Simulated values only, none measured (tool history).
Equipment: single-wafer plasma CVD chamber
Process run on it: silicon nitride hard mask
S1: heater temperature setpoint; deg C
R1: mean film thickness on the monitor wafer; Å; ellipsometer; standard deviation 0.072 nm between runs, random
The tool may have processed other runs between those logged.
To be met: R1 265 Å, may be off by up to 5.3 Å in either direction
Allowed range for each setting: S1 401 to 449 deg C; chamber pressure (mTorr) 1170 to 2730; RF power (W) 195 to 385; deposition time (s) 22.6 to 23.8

run 1 hour=0 | S1=425 chamber_pressure_(mTorr)=1950 RF_power_(W)=290 deposition_time_(s)=23.8 | R1=310.84
run 2 hour=6.9 | S1=425 chamber_pressure_(mTorr)=1950 RF_power_(W)=325 deposition_time_(s)=23.8 | R1=346.61
run 3 hour=9.7 | S1=425 chamber_pressure_(mTorr)=1830 RF_power_(W)=310 deposition_time_(s)=23.7 | R1=325.54
run 4 hour=11.6 | S1=425 chamber_pressure_(mTorr)=1830 RF_power_(W)=310 deposition_time_(s)=23.8 | R1=324.52
run 5 hour=16.5 | S1=425 chamber_pressure_(mTorr)=1720 RF_power_(W)=300 deposition_time_(s)=23.8 | R1=310.77
run 6 hour=23.4 | S1=425 chamber_pressure_(mTorr)=1720 RF_power_(W)=275 deposition_time_(s)=23.8 | R1=285.38
run 7 hour=28 | S1=425 chamber_pressure_(mTorr)=1330 RF_power_(W)=265 deposition_time_(s)=23.8 | R1=256.77
run 8 hour=34.9 | S1=425 chamber_pressure_(mTorr)=1360 RF_power_(W)=265 deposition_time_(s)=23.8 | R1=256.37
run 9 hour=38.6 | S1=425 chamber_pressure_(mTorr)=1390 RF_power_(W)=265 deposition_time_(s)=23.8 | R1=258.83

Which single option among these 5 for the next run brings every result within its allowed miss of target? Just one does.
run A hour=42.3 | S1=421 chamber_pressure_(mTorr)=1390 RF_power_(W)=280 deposition_time_(s)=23.8 | R1=?
run B hour=42.3 | S1=423 chamber_pressure_(mTorr)=1710 RF_power_(W)=255 deposition_time_(s)=23.8 | R1=?
run C hour=42.3 | S1=412 chamber_pressure_(mTorr)=1670 RF_power_(W)=265 deposition_time_(s)=23.8 | R1=?
run D hour=42.3 | S1=412 chamber_pressure_(mTorr)=1330 RF_power_(W)=275 deposition_time_(s)=22.6 | R1=?
run E hour=42.3 | S1=426 chamber_pressure_(mTorr)=1400 RF_power_(W)=280 deposition_time_(s)=23.8 | R1=?

move=A R1=273.99
move=B R1=262.92
move=C R1=273.35
move=D R1=253.2
move=E R1=273.99
A: the result that was furthest off in the last run now lies on the other side of its target
B: meets every target
C: the result that was furthest off in the last run now lies on the other side of its target
D: misses by more than the last run did
E: the result that was furthest off in the last run now lies on the other side of its target
Go with B: it meets all targets.
